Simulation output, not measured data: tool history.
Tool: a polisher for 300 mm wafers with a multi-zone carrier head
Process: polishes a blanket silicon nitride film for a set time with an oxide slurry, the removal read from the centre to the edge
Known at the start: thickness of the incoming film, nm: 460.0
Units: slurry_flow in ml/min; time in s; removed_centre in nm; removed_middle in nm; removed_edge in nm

run 1 day=0.000 | slurry_flow=125 centre_zone=1.00 middle_zone=1.00 edge_zone=1.00 slurry_solids=1.00 time=82 | removed_centre=30.539 removed_middle=29.893 removed_edge=30.595
run 2 day=0.250 | slurry_flow=130 centre_zone=1.00 middle_zone=0.99 edge_zone=1.04 slurry_solids=1.15 time=88 | removed_centre=34.918 removed_middle=33.496 removed_edge=35.694
run 3 day=0.471 | slurry_flow=130 centre_zone=1.00 middle_zone=0.99 edge_zone=1.04 slurry_solids=0.95 time=88 | removed_centre=32.036 removed_middle=31.119 removed_edge=32.645
run 4 day=0.779 | slurry_flow=130 centre_zone=1.07 middle_zone=0.99 edge_zone=1.04 slurry_solids=0.95 time=88 | removed_centre=34.349 removed_middle=30.975 removed_edge=32.720
run 5 day=1.117 | slurry_flow=135 centre_zone=1.06 middle_zone=1.00 edge_zone=1.07 slurry_solids=1.10 time=94 | removed_centre=38.975 removed_middle=35.614 removed_edge=37.300
run 6 day=1.308 | slurry_flow=135 centre_zone=1.04 middle_zone=0.99 edge_zone=1.09 slurry_solids=1.20 time=100 | removed_centre=42.611 removed_middle=38.972 removed_edge=43.067
run 7 day=1.650 | slurry_flow=140 centre_zone=1.04 middle_zone=1.00 edge_zone=1.11 slurry_solids=1.30 time=103 | removed_centre=44.971 removed_middle=42.279 removed_edge=45.579
run 8 day=1.896 | slurry_flow=140 centre_zone=1.04 middle_zone=0.99 edge_zone=1.12 slurry_solids=1.35 time=106 | removed_centre=46.761 removed_middle=43.553 removed_edge=47.331
run 9 day=2.038 | slurry_flow=140 centre_zone=1.04 middle_zone=0.98 edge_zone=1.14 slurry_solids=1.40 time=109 | removed_centre=49.046 removed_middle=44.667 removed_edge=50.022

Run 10 comes next. What will it give?
run 10 day=2.200 | slurry_flow=145 centre_zone=1.03 middle_zone=0.98 edge_zone=1.15 slurry_solids=1.45 time=111 | removed_centre=? removed_middle=? removed_edge=?

{"run 10": {"removed_centre": 50.776, "removed_middle": 46.376, "removed_edge": 51.979}}
